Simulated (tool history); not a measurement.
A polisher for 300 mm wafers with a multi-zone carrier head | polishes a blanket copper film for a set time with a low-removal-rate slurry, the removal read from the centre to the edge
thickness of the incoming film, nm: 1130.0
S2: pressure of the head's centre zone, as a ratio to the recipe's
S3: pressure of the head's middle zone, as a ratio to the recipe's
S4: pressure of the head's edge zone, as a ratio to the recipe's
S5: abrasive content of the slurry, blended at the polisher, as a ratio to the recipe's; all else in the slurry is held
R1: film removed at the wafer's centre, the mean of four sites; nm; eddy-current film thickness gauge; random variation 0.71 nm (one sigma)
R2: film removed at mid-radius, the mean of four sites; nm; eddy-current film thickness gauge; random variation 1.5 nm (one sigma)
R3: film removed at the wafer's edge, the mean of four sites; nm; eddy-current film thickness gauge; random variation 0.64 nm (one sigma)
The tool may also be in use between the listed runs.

run 1 hour=0.0 | flow_of_slurry_(ml/min)=195 S2=1.00 S3=1.00 S4=1.00 S5=1.00 polishing_time_(s)=46 | R1=102.950 R2=112.32 R3=108.94
run 2 hour=6.8 | flow_of_slurry_(ml/min)=190 S2=0.99 S3=1.01 S4=0.98 S5=1.00 polishing_time_(s)=46 | R1=99.911 R2=110.46 R3=107.66
run 3 hour=15.6 | flow_of_slurry_(ml/min)=185 S2=0.99 S3=1.03 S4=0.96 S5=1.00 polishing_time_(s)=46 | R1=100.780 R2=114.86 R3=107.09
run 4 hour=22.5 | flow_of_slurry_(ml/min)=185 S2=0.99 S3=1.03 S4=0.96 S5=1.00 polishing_time_(s)=54 | R1=117.370 R2=135.67 R3=124.96
-- hour=23.6 centre zone pressure recalibrated
run 5 hour=23.6 | flow_of_slurry_(ml/min)=185 S2=0.99 S3=1.03 S4=0.90 S5=1.00 polishing_time_(s)=54 | R1=128.230 R2=133.62 R3=121.20
run 6 hour=29.8 | flow_of_slurry_(ml/min)=230 S2=0.99 S3=1.03 S4=0.90 S5=1.00 polishing_time_(s)=54 | R1=133.920 R2=135.11 R3=126.45

Run 7 comes next. What will it give?
run 7 hour=35.9 | flow_of_slurry_(ml/min)=215 S2=0.97 S3=1.03 S4=0.89 S5=0.95 polishing_time_(s)=54 | R1=? R2=? R3=?

{"run 7": {"R1": 128.17, "R2": 130.89, "R3": 123.4}}

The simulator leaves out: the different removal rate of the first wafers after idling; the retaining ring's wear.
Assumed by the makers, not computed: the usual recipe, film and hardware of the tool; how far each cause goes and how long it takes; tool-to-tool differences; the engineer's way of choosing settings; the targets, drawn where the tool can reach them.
